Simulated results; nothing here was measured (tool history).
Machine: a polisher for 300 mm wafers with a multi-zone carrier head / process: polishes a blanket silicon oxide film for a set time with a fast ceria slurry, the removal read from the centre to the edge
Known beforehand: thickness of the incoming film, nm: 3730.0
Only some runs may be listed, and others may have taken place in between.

run  hour  flow of slurry (ml/min)  pressure of the head's centre zone  pressure of the head's middle zone  pressure of the head's edge zone  polishing time (s)  film removed at the wafer's centre (angstrom)  film removed at mid-radius (angstrom)  film removed at the wafer's edge (angstrom)
  1   0.0                      300                                1.00                                1.00                              1.00                  59                                          12457                                  12815                                        12616
  2   3.4                      300                                1.00                                1.00                              1.07                  59                                          12474                                  12990                                        12712
  3  10.5                      300                                0.98                                1.00                              1.08                  61                                          12693                                  13218                                        13448
  4  12.4                      370                                0.98                                1.00                              1.08                  61                                          12863                                  13427                                        13807
  5  13.1                      380                                0.98                                1.03                              1.10                  62                                          13298                                  14007                                        13919
  6  16.8                      380                                0.96                                1.04                              1.11                  63                                          13164                                  14205                                        14496

Run 7 comes next. What will it give?
  7  22.1                      380                                0.96                                1.06                              1.12                  63                                              ?                                      ?                                            ?

Run 7 measured film removed at the wafer's centre (angstrom) 13038, film removed at mid-radius (angstrom) 14404, film removed at the wafer's edge (angstrom) 14297.
